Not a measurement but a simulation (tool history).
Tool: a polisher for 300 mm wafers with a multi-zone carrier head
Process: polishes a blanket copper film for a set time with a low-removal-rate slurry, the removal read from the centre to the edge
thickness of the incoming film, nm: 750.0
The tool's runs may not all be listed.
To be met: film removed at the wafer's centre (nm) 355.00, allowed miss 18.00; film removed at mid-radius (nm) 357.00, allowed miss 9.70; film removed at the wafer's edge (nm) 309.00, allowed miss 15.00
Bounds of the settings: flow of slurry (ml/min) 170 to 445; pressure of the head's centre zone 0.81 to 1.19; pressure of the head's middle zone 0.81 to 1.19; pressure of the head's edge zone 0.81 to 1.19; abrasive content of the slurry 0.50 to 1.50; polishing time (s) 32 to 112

run,hour,flow of slurry (ml/min),pressure of the head's centre zone,pressure of the head's middle zone,pressure of the head's edge zone,abrasive content of the slurry,polishing time (s),film removed at the wafer's centre (nm),film removed at mid-radius (nm),film removed at the wafer's edge (nm)
1,0.0,285,1.00,1.00,1.00,1.00,72,264.89,261.08,258.25
2,0.9,285,1.07,1.00,1.00,1.00,72,288.30,263.62,263.36
3,6.4,290,1.08,1.04,1.01,1.10,73,303.15,281.19,274.81
4,13.8,290,1.08,1.00,1.01,1.10,73,300.12,270.43,282.55
5,21.9,290,1.08,1.00,1.01,1.10,85,346.65,315.00,315.58
6,24.3,295,1.08,1.03,1.01,1.10,85,342.71,327.77,313.90
7,28.5,300,1.09,1.05,1.01,1.10,85,349.77,335.33,322.18
8,29.8,300,1.09,1.05,1.01,1.10,85,341.28,330.80,321.29
9,34.8,295,1.10,1.07,0.99,1.10,85,345.77,339.17,314.70
10,38.0,295,1.11,1.08,0.98,1.10,85,346.46,340.05,315.46

Which of these 4 next moves meets every target?
A,41.2,295,1.10,1.06,0.99,1.05,82,?,?,?
B,41.2,225,1.15,1.08,1.01,1.00,85,?,?,?
C,41.2,300,1.09,1.01,1.05,1.15,88,?,?,?
D,41.2,305,1.15,1.16,0.98,1.20,82,?,?,?

move,film removed at the wafer's centre (nm),film removed at mid-radius (nm),film removed at the wafer's edge (nm)
A,337.84,315.97,301.84
B,351.26,321.27,306.16
C,367.66,332.85,339.08
D,364.17,352.98,310.35
A: further off than the last run
B: further off than the last run
C: further off than the last run
D: meets every target
The right move is D.
